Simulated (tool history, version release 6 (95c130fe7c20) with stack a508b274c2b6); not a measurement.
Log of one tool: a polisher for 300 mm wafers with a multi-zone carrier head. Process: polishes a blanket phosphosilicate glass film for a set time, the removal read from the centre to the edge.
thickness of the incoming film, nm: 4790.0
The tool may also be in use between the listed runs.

run,day,flow of slurry (ml/min),pressure of the head's centre zone,pressure of the head's middle zone,pressure of the head's edge zone,abrasive content of the slurry,polishing time (s),film removed at the wafer's centre (Å),film removed at mid-radius (Å),film removed at the wafer's edge (Å)
1,0,255,1,1,1,1,60,4265.8,4234.4,4277.3
2,0.121,255,1,1,0.93,1,60,4274,4292.3,4124
3,0.196,255,0.96,1.04,0.99,1.15,61,4450.9,4832.7,4644.6
4,0.425,255,0.96,1.04,0.99,1.05,61,4353.2,4692,4389.1
5,0.662,260,0.94,1.06,1.04,1.2,61,4491.1,5146,4847.9
6,0.783,320,0.94,1.06,1.04,1.2,61,4569.1,5083.4,4929
7,1.079,315,0.88,1.12,1.14,1.45,62,4698.1,5812.2,5639
8,1.238,315,0.88,1.12,1.14,1.45,62,4683.2,6031.1,5531.4
9,1.258,320,0.88,1.1,1.15,1.45,63,4789.1,5951.9,5753.2
10,1.558,325,0.88,1.1,1.16,1.45,63,4738.1,5942.9,5804.1
11,1.6,330,0.89,1.1,1.17,1.45,63,4852.5,5844,5811.3
12,1.808,330,0.89,1.11,1.17,1.45,63,4831.6,6009.1,5839
13,1.929,335,0.89,1.11,1.18,1.45,63,4832.7,5930.2,5869.4
14,2.088,340,0.89,1.12,1.18,1.45,63,4930.3,6040.1,5811.8
15,2.333,340,0.89,1.12,1.18,1.45,63,4845.7,5970.6,5934.7

Forecast run 16:
16,2.533,345,0.89,1.13,1.18,1.45,63,?,?,?

film removed at the wafer's centre (Å): 4788.6
film removed at mid-radius (Å): 6157.2
film removed at the wafer's edge (Å): 5893.9

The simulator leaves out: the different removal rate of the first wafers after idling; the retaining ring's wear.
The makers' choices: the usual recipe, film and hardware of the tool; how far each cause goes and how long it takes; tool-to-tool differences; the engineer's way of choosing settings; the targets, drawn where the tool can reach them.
